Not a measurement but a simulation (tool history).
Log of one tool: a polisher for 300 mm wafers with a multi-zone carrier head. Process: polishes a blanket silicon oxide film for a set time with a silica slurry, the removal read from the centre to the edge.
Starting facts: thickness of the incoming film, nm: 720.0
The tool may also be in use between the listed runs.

run  hour  flow of slurry (ml/min)  pressure of the head's centre zone  pressure of the head's middle zone  pressure of the head's edge zone  abrasive content of the slurry  polishing time (s)  film removed at the wafer's centre (Å)  film removed at mid-radius (Å)  film removed at the wafer's edge (Å)
  1   0.0                      305                                1.00                                1.00                              1.00                            1.00                  75                                  2392.6                          2310.2                                2392.8
  2   4.3                      305                                1.00                                1.00                              1.04                            1.00                  75                                  2378.6                          2397.3                                2464.8
  3  13.0                      305                                1.00                                1.00                              1.04                            0.85                  75                                  2181.7                          2174.2                                2217.3
  4  16.7                      365                                1.00                                1.00                              1.04                            0.85                  75                                  2290.5                          2214.1                                2246.1
  5  21.5                      385                                0.99                                1.03                              1.00                            0.75                  69                                  1922.0                          1951.7                                1909.6
  6  28.3                      400                                1.01                                1.05                              0.96                            0.70                  65                                  1801.4                          1791.5                                1707.0
  7  32.5                      400                                1.01                                1.05                              0.96                            0.70                  65                                  1788.5                          1800.1                                1762.7
  8  41.3                      420                                1.04                                1.08                              0.92                            0.65                  61                                  1633.0                          1665.4                                1500.7
  9  46.8                      420                                1.05                                1.08                              0.90                            0.60                  60                                  1551.5                          1560.8                                1407.1

Estimate the outcome of run 10 from the log above:
 10  50.3                      415                                1.06                                1.08                              0.88                            0.60                  60                                       ?                               ?                                     ?

film removed at the wafer's centre (Å): 1583.3
film removed at mid-radius (Å): 1565.8
film removed at the wafer's edge (Å): 1393.5
